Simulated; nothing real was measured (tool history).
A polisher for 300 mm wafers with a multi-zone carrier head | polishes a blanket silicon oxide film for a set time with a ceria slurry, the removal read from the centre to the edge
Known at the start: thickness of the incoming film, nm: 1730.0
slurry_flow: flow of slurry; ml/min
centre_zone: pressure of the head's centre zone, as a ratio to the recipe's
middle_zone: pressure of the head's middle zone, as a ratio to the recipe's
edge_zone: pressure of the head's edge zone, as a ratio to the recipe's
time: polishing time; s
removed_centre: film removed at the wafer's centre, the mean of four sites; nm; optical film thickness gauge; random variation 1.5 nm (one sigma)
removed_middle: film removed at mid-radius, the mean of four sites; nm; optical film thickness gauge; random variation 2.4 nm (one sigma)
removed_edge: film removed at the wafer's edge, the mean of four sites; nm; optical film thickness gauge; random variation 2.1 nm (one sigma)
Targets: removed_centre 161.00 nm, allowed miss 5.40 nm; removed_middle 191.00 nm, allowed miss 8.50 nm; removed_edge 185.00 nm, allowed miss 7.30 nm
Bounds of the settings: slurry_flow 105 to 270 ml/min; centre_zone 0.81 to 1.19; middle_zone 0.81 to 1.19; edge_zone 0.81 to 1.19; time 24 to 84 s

run,hour,slurry_flow,centre_zone,middle_zone,edge_zone,time,removed_centre,removed_middle,removed_edge
1,0.0,175,1.00,1.00,1.00,54,193.71,195.49,195.44
2,2.4,175,0.92,1.00,1.00,54,173.94,190.21,195.61
3,8.0,175,0.92,1.00,1.00,47,150.82,168.03,170.33
4,11.5,185,0.92,1.02,1.01,47,152.70,172.51,169.55
5,14.8,185,0.92,1.02,0.95,47,152.86,173.09,166.76
6,18.9,185,0.92,1.02,0.88,47,154.17,170.91,163.16
7,24.1,190,0.91,1.02,0.91,48,154.26,171.51,170.21
8,27.6,190,0.91,1.02,0.91,48,155.53,177.47,168.80
9,32.9,195,0.90,1.02,0.93,49,158.29,179.68,174.71
10,35.5,200,0.89,1.02,0.94,49,155.21,180.05,171.48

4 next moves are on the table. One of them brings every result within its allowed miss. Which?
A,38.1,150,0.85,0.86,0.99,56,?,?,?
B,38.1,240,0.91,1.19,0.90,52,?,?,?
C,38.1,195,0.87,1.03,0.92,47,?,?,?
D,38.1,105,0.90,1.07,0.92,56,?,?,?

move,removed_centre,removed_middle,removed_edge
A,162.82,179.87,195.61
B,174.47,218.68,183.94
C,146.31,175.36,164.53
D,160.13,192.57,181.71
A: takes the result that was furthest off past its target
B: brings the result that was furthest off to its target, and leaves another outside
C: further off than the last run
D: meets every target
Move D is the one to make.

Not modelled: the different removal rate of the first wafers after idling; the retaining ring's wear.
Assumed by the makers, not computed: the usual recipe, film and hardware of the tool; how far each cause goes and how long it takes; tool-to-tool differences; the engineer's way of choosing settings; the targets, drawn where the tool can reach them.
